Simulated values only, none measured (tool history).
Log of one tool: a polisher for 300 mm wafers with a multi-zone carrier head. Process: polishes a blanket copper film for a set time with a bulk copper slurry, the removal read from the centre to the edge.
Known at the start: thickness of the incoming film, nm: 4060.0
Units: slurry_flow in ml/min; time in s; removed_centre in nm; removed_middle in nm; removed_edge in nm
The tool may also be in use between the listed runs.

run 1 day=0 | slurry_flow=185 centre_zone=1 middle_zone=1 edge_zone=1 slurry_solids=1 time=36 | removed_centre=316.81 removed_middle=310.75 removed_edge=317.27
run 2 day=0.079 | slurry_flow=140 centre_zone=1 middle_zone=1 edge_zone=1 slurry_solids=1 time=36 | removed_centre=289.3 removed_middle=291.96 removed_edge=305.66
run 3 day=0.158 | slurry_flow=150 centre_zone=1 middle_zone=1 edge_zone=1.02 slurry_solids=1.05 time=36 | removed_centre=300.08 removed_middle=295.16 removed_edge=309.67
run 4 day=0.183 | slurry_flow=160 centre_zone=0.99 middle_zone=1 edge_zone=1.03 slurry_solids=1.1 time=37 | removed_centre=311.63 removed_middle=310.2 removed_edge=332.82
run 5 day=0.55 | slurry_flow=115 centre_zone=0.99 middle_zone=1 edge_zone=1.03 slurry_solids=1.1 time=37 | removed_centre=280.34 removed_middle=290 removed_edge=306.04
run 6 day=0.592 | slurry_flow=130 centre_zone=0.99 middle_zone=1 edge_zone=1.04 slurry_solids=1.1 time=37 | removed_centre=299.02 removed_middle=300.1 removed_edge=322.3
run 7 day=0.662 | slurry_flow=145 centre_zone=0.99 middle_zone=1 edge_zone=1.05 slurry_solids=1.1 time=37 | removed_centre=305.21 removed_middle=310.39 removed_edge=327.5
run 8 day=0.938 | slurry_flow=155 centre_zone=0.99 middle_zone=0.99 edge_zone=1.06 slurry_solids=1.1 time=37 | removed_centre=310.61 removed_middle=311.11 removed_edge=331.53
run 9 day=1.217 | slurry_flow=165 centre_zone=0.99 middle_zone=0.98 edge_zone=1.07 slurry_solids=1.1 time=37 | removed_centre=311.82 removed_middle=309.24 removed_edge=339.96
run 10 day=1.312 | slurry_flow=165 centre_zone=0.99 middle_zone=0.98 edge_zone=1.07 slurry_solids=1.1 time=37 | removed_centre=315.7 removed_middle=310.87 removed_edge=334.72
run 11 day=1.5 | slurry_flow=175 centre_zone=0.99 middle_zone=0.98 edge_zone=1.08 slurry_solids=1.15 time=37 | removed_centre=317.11 removed_middle=317.28 removed_edge=337.17

Forecast run 12:
run 12 day=1.696 | slurry_flow=185 centre_zone=1 middle_zone=0.97 edge_zone=1.09 slurry_solids=1.15 time=37 | removed_centre=? removed_middle=? removed_edge=?

removed_centre: 323.15 nm
removed_middle: 320.91 nm
removed_edge: 341.97 nm
